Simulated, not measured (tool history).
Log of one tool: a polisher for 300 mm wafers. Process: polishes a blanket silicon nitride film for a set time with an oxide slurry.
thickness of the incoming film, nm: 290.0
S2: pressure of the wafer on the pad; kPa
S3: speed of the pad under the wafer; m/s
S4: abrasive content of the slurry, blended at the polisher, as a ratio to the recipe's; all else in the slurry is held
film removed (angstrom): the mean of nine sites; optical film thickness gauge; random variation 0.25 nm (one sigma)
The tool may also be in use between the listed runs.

{"run": 1, "hour": 0.0, "flow of slurry (ml/min)": 310, "S2": 31.7, "S3": 0.86, "S4": 1.0, "polishing time (s)": 41, "film removed (angstrom)": 354.43}
{"run": 2, "hour": 6.4, "flow of slurry (ml/min)": 310, "S2": 35.2, "S3": 0.86, "S4": 1.0, "polishing time (s)": 41, "film removed (angstrom)": 389.72}
{"run": 3, "hour": 13.1, "flow of slurry (ml/min)": 310, "S2": 35.2, "S3": 1.06, "S4": 1.0, "polishing time (s)": 41, "film removed (angstrom)": 468.35}
{"run": 4, "hour": 14.4, "flow of slurry (ml/min)": 310, "S2": 42.7, "S3": 1.06, "S4": 1.0, "polishing time (s)": 41, "film removed (angstrom)": 559.45}
{"run": 5, "hour": 20.9, "flow of slurry (ml/min)": 255, "S2": 42.7, "S3": 1.06, "S4": 1.0, "polishing time (s)": 41, "film removed (angstrom)": 539.08}
{"run": 6, "hour": 28.4, "flow of slurry (ml/min)": 255, "S2": 45.5, "S3": 1.06, "S4": 1.0, "polishing time (s)": 41, "film removed (angstrom)": 593.51}
{"run": 7, "hour": 36.3, "flow of slurry (ml/min)": 255, "S2": 45.5, "S3": 1.06, "S4": 1.0, "polishing time (s)": 41, "film removed (angstrom)": 584.27}
{"run": 8, "hour": 43.9, "flow of slurry (ml/min)": 255, "S2": 40.0, "S3": 1.0, "S4": 1.0, "polishing time (s)": 41, "film removed (angstrom)": 486.62}
{"run": 9, "hour": 45.8, "flow of slurry (ml/min)": 255, "S2": 35.9, "S3": 0.94, "S4": 1.0, "polishing time (s)": 41, "film removed (angstrom)": 418.7}
{"run": 10, "hour": 51.7, "flow of slurry (ml/min)": 255, "S2": 32.4, "S3": 0.88, "S4": 1.0, "polishing time (s)": 41, "film removed (angstrom)": 365.53}
{"run": 11, "hour": 58.1, "flow of slurry (ml/min)": 255, "S2": 29.6, "S3": 0.84, "S4": 1.0, "polishing time (s)": 41, "film removed (angstrom)": 314.89}
{"run": 12, "hour": 63.6, "flow of slurry (ml/min)": 255, "S2": 26.9, "S3": 0.82, "S4": 1.0, "polishing time (s)": 41, "film removed (angstrom)": 291.44}

For run 13, what comes out?
{"run": 13, "hour": 68.5, "flow of slurry (ml/min)": 255, "S2": 24.8, "S3": 0.8, "S4": 1.0, "polishing time (s)": 41, "film removed (angstrom)": "?"}

{"run 13": {"film removed (angstrom)": 253.33}}

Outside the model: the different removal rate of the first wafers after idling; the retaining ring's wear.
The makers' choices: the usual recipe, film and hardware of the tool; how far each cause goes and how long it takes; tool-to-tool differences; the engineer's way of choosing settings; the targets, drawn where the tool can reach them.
